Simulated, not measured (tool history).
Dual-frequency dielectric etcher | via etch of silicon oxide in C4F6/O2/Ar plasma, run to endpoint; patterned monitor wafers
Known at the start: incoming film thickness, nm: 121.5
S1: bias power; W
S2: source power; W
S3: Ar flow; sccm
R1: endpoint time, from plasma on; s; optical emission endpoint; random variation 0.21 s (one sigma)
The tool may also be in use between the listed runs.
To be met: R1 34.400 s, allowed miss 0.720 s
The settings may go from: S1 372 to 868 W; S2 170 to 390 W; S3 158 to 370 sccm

run 1 hour=0.0 | S1=620 S2=280 S3=264 | R1=28.987
run 2 hour=6.1 | S1=620 S2=280 S3=296 | R1=29.189
run 3 hour=14.2 | S1=620 S2=280 S3=262 | R1=28.645
run 4 hour=15.4 | S1=596 S2=280 S3=263 | R1=29.500
run 5 hour=21.0 | S1=504 S2=280 S3=263 | R1=32.877
run 6 hour=28.2 | S1=500 S2=280 S3=263 | R1=33.567
run 7 hour=31.8 | S1=498 S2=280 S3=263 | R1=33.219
run 8 hour=35.8 | S1=495 S2=280 S3=263 | R1=33.153
run 9 hour=43.4 | S1=437 S2=270 S3=264 | R1=36.544
run 10 hour=51.4 | S1=443 S2=270 S3=264 | R1=36.525
run 11 hour=59.3 | S1=448 S2=270 S3=264 | R1=35.730
run 12 hour=63.5 | S1=503 S2=270 S3=263 | R1=33.445
run 13 hour=65.1 | S1=500 S2=270 S3=263 | R1=33.557
run 14 hour=71.4 | S1=498 S2=270 S3=263 | R1=33.660
run 15 hour=79.8 | S1=496 S2=270 S3=263 | R1=33.698

Which of these 4 next moves meets every target?
run A hour=88.2 | S1=490 S2=290 S3=260 | R1=?
run B hour=88.2 | S1=484 S2=260 S3=245 | R1=?
run C hour=88.2 | S1=493 S2=290 S3=245 | R1=?
run D hour=88.2 | S1=529 S2=280 S3=258 | R1=?

move=A R1=33.374
move=B R1=34.646
move=C R1=33.000
move=D R1=31.996
A: further off than the last run
B: meets every target
C: further off than the last run
D: further off than the last run
Move B is the one to make.
